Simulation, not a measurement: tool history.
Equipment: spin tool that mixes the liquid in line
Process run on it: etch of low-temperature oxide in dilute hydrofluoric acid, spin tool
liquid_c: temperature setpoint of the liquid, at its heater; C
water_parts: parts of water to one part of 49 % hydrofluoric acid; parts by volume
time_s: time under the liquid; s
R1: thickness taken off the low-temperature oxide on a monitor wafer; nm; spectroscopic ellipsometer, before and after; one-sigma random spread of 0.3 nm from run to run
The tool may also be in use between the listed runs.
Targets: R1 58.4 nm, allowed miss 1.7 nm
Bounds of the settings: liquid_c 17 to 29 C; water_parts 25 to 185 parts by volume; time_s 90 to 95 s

run 1 hour=0 | liquid_c=21 water_parts=105 time_s=90 | R1=23.576
run 2 hour=1 | liquid_c=23 water_parts=105 time_s=90 | R1=25.451
run 3 hour=1.6 | liquid_c=25.5 water_parts=105 time_s=90 | R1=28.285
run 4 hour=8.6 | liquid_c=26 water_parts=95 time_s=90 | R1=31.872
run 5 hour=15.3 | liquid_c=26.5 water_parts=85 time_s=90 | R1=36.945
run 6 hour=21.1 | liquid_c=29 water_parts=85 time_s=90 | R1=40.893
run 7 hour=21.9 | liquid_c=29 water_parts=85 time_s=90 | R1=40.583
run 8 hour=27.1 | liquid_c=29 water_parts=80 time_s=90 | R1=43.475
run 9 hour=31.8 | liquid_c=29 water_parts=75 time_s=90 | R1=46.952
run 10 hour=32.3 | liquid_c=29 water_parts=70 time_s=90 | R1=50.468
run 11 hour=33.4 | liquid_c=29 water_parts=65 time_s=90 | R1=54.887

Exercise: of the 5 proposed moves below, exactly one satisfies all targets within the stated allowed misses. Which move is it?
run A hour=34.5 | liquid_c=28.5 water_parts=60 time_s=90 | R1=?
run B hour=34.5 | liquid_c=28.5 water_parts=65 time_s=90 | R1=?
run C hour=34.5 | liquid_c=29 water_parts=70 time_s=95 | R1=?
run D hour=34.5 | liquid_c=28.5 water_parts=70 time_s=90 | R1=?
run E hour=34.5 | liquid_c=29 water_parts=75 time_s=90 | R1=?

move=A R1=59.011
move=B R1=54.077
move=C R1=53.658
move=D R1=49.854
move=E R1=47.103
A: all results in spec
B: misses by more than the last run did
C: misses by more than the last run did
D: misses by more than the last run did
E: misses by more than the last run did
A is the move that brings every result within its allowed miss.
